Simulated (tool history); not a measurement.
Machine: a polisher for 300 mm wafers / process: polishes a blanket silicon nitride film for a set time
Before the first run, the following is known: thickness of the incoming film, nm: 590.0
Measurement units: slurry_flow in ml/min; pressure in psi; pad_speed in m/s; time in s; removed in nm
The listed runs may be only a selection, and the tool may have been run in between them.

run	hour	slurry_flow	pressure	pad_speed	time	removed
1	0	215	4.1	0.88	122	230.47
2	8.9	215	4.1	1.06	122	257.14
3	11.4	215	4.1	1.06	128	271.03
4	15.1	210	3.6	1.04	128	238.57
5	24.1	210	3.6	1.22	128	261.47
6	31.7	205	3.3	1.18	128	229.48
7	37.1	200	3	1.18	128	211.62
8	44.8	185	1.9	1.06	128	125.91
9	45.6	245	2.2	1.06	128	150.96

Predict the results of run 10:
10	47	240	2.2	1.06	128	?

Logged for run 10: removed 150.12 nm.

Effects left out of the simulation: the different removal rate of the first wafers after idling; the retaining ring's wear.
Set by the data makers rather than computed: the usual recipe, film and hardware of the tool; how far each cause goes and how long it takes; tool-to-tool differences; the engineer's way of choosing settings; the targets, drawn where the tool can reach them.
